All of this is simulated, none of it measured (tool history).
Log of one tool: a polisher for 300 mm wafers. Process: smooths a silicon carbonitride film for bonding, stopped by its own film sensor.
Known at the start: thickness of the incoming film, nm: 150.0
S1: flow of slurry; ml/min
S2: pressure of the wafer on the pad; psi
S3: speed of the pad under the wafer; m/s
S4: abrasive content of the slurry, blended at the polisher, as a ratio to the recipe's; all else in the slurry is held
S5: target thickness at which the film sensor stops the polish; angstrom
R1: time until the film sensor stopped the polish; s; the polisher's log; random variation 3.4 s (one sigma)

run,hour,S1,S2,S3,S4,S5,R1
1,0,210,2.1,0.78,1,1150,159.24
2,5.2,210,2.1,0.78,0.9,1150,165.22
3,10.1,210,2.1,0.78,0.9,1150,166.43
4,15.4,210,1.9,0.78,0.9,1150,181.62
5,19,210,2.2,0.78,0.9,1150,157.55
6,26.9,210,2.2,0.78,1.1,1150,149.4
7,31.3,210,1.6,0.72,1.1,1150,213.93
8,36.1,210,1.5,0.72,1.1,1150,235.56

Forecast run 9:
9,37.8,210,1.4,0.72,1.1,1150,?

Run 9 gave R1 241.44 s.

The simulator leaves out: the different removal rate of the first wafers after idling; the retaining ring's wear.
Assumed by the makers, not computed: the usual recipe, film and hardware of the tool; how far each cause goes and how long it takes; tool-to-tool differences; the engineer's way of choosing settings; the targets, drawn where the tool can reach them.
